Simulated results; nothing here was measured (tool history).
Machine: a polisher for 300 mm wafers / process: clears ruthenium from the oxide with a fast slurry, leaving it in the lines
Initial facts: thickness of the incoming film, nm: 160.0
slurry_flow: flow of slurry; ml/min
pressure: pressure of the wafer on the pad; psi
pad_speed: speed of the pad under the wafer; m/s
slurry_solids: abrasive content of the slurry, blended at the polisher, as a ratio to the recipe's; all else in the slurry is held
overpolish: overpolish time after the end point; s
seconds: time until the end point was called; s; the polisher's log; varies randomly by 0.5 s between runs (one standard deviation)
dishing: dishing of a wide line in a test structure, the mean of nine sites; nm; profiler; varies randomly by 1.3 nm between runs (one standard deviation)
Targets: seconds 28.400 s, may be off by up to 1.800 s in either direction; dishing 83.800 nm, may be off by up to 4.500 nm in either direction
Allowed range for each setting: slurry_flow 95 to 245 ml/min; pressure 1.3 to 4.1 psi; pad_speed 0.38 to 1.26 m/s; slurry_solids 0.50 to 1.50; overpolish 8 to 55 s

Run 1, hour 0.0: slurry_flow 155 ml/min, pressure 2.7 psi, pad_speed 0.82 m/s, slurry_solids 1.00, overpolish 28 s. Result: seconds 53.548 s, dishing 63.564 nm.
Run 2, hour 3.8: slurry_flow 155 ml/min, pressure 2.7 psi, pad_speed 1.00 m/s, slurry_solids 1.00, overpolish 28 s. Result: seconds 46.714 s, dishing 73.115 nm.
Run 3, hour 5.0: slurry_flow 160 ml/min, pressure 3.1 psi, pad_speed 1.00 m/s, slurry_solids 1.00, overpolish 25 s. Result: seconds 40.939 s, dishing 72.364 nm.
Run 4, hour 13.3: slurry_flow 160 ml/min, pressure 3.1 psi, pad_speed 1.00 m/s, slurry_solids 0.80, overpolish 25 s. Result: seconds 45.051 s, dishing 67.413 nm.
Run 5, hour 15.6: slurry_flow 160 ml/min, pressure 3.1 psi, pad_speed 1.00 m/s, slurry_solids 0.60, overpolish 25 s. Result: seconds 52.598 s, dishing 60.265 nm.
Run 6, hour 16.8: slurry_flow 160 ml/min, pressure 3.1 psi, pad_speed 1.00 m/s, slurry_solids 0.75, overpolish 25 s. Result: seconds 45.405 s, dishing 65.876 nm.
Run 7, hour 17.4: slurry_flow 160 ml/min, pressure 3.1 psi, pad_speed 1.00 m/s, slurry_solids 0.75, overpolish 25 s. Result: seconds 45.957 s, dishing 66.598 nm.
Run 8, hour 18.2: slurry_flow 165 ml/min, pressure 3.4 psi, pad_speed 1.02 m/s, slurry_solids 0.75, overpolish 24 s. Result: seconds 40.788 s, dishing 69.521 nm.
Run 9, hour 21.2: slurry_flow 165 ml/min, pressure 3.6 psi, pad_speed 1.04 m/s, slurry_solids 0.75, overpolish 23 s. Result: seconds 39.149 s, dishing 71.194 nm.
Run 10, hour 25.1: slurry_flow 170 ml/min, pressure 3.7 psi, pad_speed 1.08 m/s, slurry_solids 0.75, overpolish 22 s. Result: seconds 37.330 s, dishing 71.977 nm.
Run 11, hour 26.5: slurry_flow 170 ml/min, pressure 3.8 psi, pad_speed 1.14 m/s, slurry_solids 0.75, overpolish 21 s. Result: seconds 33.641 s, dishing 73.837 nm.
Run 12, hour 29.6: slurry_flow 170 ml/min, pressure 3.9 psi, pad_speed 1.16 m/s, slurry_solids 0.75, overpolish 21 s. Result: seconds 32.532 s, dishing 75.221 nm.
Run 13, hour 31.0: slurry_flow 170 ml/min, pressure 4.0 psi, pad_speed 1.18 m/s, slurry_solids 0.75, overpolish 21 s. Result: seconds 32.316 s, dishing 78.085 nm.
Run 14, hour 35.4: slurry_flow 180 ml/min, pressure 4.1 psi, pad_speed 1.26 m/s, slurry_solids 0.75, overpolish 19 s. Result: seconds 28.719 s, dishing 76.832 nm.

Which of these 5 next moves meets every target?
Run A, hour 39.8: slurry_flow 200 ml/min, pressure 4.0 psi, pad_speed 1.26 m/s, slurry_solids 0.75, overpolish 16 s. Result: seconds ?, dishing ?.
Run B, hour 39.8: slurry_flow 200 ml/min, pressure 4.1 psi, pad_speed 1.26 m/s, slurry_solids 0.70, overpolish 16 s. Result: seconds ?, dishing ?.
Run C, hour 39.8: slurry_flow 195 ml/min, pressure 4.1 psi, pad_speed 1.20 m/s, slurry_solids 0.80, overpolish 17 s. Result: seconds ?, dishing ?.
Run D, hour 39.8: slurry_flow 225 ml/min, pressure 4.1 psi, pad_speed 1.26 m/s, slurry_solids 0.70, overpolish 21 s. Result: seconds ?, dishing ?.
Run E, hour 39.8: slurry_flow 235 ml/min, pressure 4.1 psi, pad_speed 1.22 m/s, slurry_solids 0.85, overpolish 16 s. Result: seconds ?, dishing ?.

move  seconds  dishing
   A   29.331   67.021
   B   29.666   66.410
   C   29.085   70.822
   D   29.302   82.891
   E   27.303   70.968
A: moves away from the targets compared with the last run
B: moves away from the targets compared with the last run
C: moves away from the targets compared with the last run
D: all results land within tolerance of their targets
E: moves away from the targets compared with the last run
Answer: D
